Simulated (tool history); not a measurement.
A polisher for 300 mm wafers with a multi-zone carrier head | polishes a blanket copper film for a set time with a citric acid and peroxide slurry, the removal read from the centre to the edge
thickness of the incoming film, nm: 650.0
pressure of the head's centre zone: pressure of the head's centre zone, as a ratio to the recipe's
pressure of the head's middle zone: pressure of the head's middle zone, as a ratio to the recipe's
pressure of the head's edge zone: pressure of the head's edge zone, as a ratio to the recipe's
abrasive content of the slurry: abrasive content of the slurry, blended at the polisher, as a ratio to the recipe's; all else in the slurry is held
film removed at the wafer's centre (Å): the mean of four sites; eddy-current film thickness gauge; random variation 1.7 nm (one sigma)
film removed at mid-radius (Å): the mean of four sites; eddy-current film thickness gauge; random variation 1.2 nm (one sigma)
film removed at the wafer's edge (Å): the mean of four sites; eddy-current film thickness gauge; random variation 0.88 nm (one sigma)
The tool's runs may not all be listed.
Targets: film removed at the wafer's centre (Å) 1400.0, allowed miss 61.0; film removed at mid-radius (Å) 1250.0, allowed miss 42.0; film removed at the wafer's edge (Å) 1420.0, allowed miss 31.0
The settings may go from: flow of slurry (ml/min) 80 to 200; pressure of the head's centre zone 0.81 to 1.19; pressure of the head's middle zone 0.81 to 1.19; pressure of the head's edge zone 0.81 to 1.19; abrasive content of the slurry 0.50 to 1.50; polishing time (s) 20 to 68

run,hour,flow of slurry (ml/min),pressure of the head's centre zone,pressure of the head's middle zone,pressure of the head's edge zone,abrasive content of the slurry,polishing time (s),film removed at the wafer's centre (Å),film removed at mid-radius (Å),film removed at the wafer's edge (Å)
1,0.0,130,1.00,1.00,1.00,1.00,44,1158.0,1101.5,1120.5
2,2.6,140,1.00,0.99,1.04,1.10,44,1179.0,1125.5,1184.7
3,7.7,150,1.02,0.99,1.07,1.15,44,1269.1,1184.4,1222.2
4,8.4,150,1.07,0.99,1.07,1.15,44,1278.9,1162.2,1225.4
5,10.0,150,1.07,0.90,1.07,1.15,44,1272.0,1059.9,1232.0
6,10.9,180,1.07,0.90,1.07,1.15,44,1327.9,1115.8,1265.3
7,19.6,180,1.07,0.90,1.07,1.15,44,1339.7,1113.0,1251.0
8,28.6,180,1.06,0.91,1.09,1.20,44,1350.1,1148.8,1288.0
9,35.5,180,1.05,0.91,1.11,1.25,44,1340.9,1141.1,1298.8
10,37.7,180,1.04,0.92,1.13,1.30,44,1338.6,1165.6,1340.7
11,43.5,200,1.05,0.96,1.18,1.35,44,1368.2,1222.9,1388.7
# hour 47.8: worn pad replaced by a new one
12,47.8,200,1.05,0.96,1.18,1.40,44,1623.6,1376.0,1575.2
13,51.6,190,1.04,0.96,1.17,1.40,44,1574.8,1368.0,1558.8
14,57.9,190,1.03,0.95,1.16,1.40,44,1531.7,1391.0,1537.4
15,64.7,185,1.03,0.95,1.16,1.40,44,1546.4,1378.6,1547.6
16,70.4,185,1.03,0.95,1.16,1.35,44,1497.2,1341.7,1528.8

5 next moves are on the table. One of them brings every result within its allowed miss. Which?
A,76.1,150,1.02,1.01,1.11,1.35,40,?,?,?
B,76.1,200,0.99,1.05,1.06,1.50,43,?,?,?
C,76.1,185,1.12,0.94,1.03,1.50,42,?,?,?
D,76.1,185,0.97,1.06,1.16,1.15,44,?,?,?
E,76.1,190,1.04,0.95,1.16,1.15,42,?,?,?

move,film removed at the wafer's centre (Å),film removed at mid-radius (Å),film removed at the wafer's edge (Å)
A,1328.8,1237.5,1324.4
B,1510.4,1474.4,1475.5
C,1600.7,1305.0,1410.8
D,1420.4,1420.8,1480.1
E,1436.2,1250.1,1419.1
A: takes the result that was furthest off past its target
B: further off than the last run
C: brings the result that was furthest off to its target, and leaves another outside
D: further off than the last run
E: meets every target
The right move is E.
